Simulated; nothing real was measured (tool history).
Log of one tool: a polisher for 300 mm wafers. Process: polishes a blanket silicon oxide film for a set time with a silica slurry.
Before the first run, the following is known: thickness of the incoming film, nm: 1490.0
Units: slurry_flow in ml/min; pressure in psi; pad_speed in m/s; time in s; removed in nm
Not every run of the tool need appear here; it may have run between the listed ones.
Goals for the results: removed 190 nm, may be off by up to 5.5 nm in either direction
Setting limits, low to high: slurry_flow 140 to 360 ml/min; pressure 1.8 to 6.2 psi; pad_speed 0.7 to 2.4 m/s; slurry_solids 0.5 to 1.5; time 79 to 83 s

run	hour	slurry_flow	pressure	pad_speed	slurry_solids	time	removed
1	0	230	4	1.54	1	79	262.61
2	3.2	175	4	1.54	1	79	248.78
3	10.8	170	3.8	1.54	1	79	235.85
4	16.3	165	3.6	1.54	1	79	223.19
5	19.6	165	3.5	1.54	1	79	217.73
6	26.8	165	3.5	1.54	1	83	228.82
7	33.5	160	2.6	1.52	1	83	169.12
8	37.3	170	2.7	1.52	1	83	175.41
9	37.8	170	2.7	1.52	1	83	178.54
10	39.4	170	2.7	1.52	1	83	180.45
11	46.5	175	2.7	1.52	1	83	178.55
12	52.7	180	2.7	1.52	1	83	181.28
13	57.7	185	2.7	1.52	1	83	181.86
14	64	190	2.7	1.52	1	83	181.47

Consider the 5 candidate settings below. Which is the only one whose results all fall within their allowed miss of target?
A	70.3	205	2.6	1.64	0.95	81	?
B	70.3	210	3.3	1.02	1.15	83	?
C	70.3	195	2.7	1.56	1.05	79	?
D	70.3	200	2.5	1.5	1.05	83	?
E	70.3	190	2.7	1.66	0.9	83	?

move	removed
A	181.21
B	171.29
C	180.45
D	171.45
E	188.86
A: roughly where the last run was
B: the biggest miss grows against the last run
C: the biggest miss grows against the last run
D: the biggest miss grows against the last run
E: every result within its allowed miss
So the answer is move E, the one that meets all the targets.

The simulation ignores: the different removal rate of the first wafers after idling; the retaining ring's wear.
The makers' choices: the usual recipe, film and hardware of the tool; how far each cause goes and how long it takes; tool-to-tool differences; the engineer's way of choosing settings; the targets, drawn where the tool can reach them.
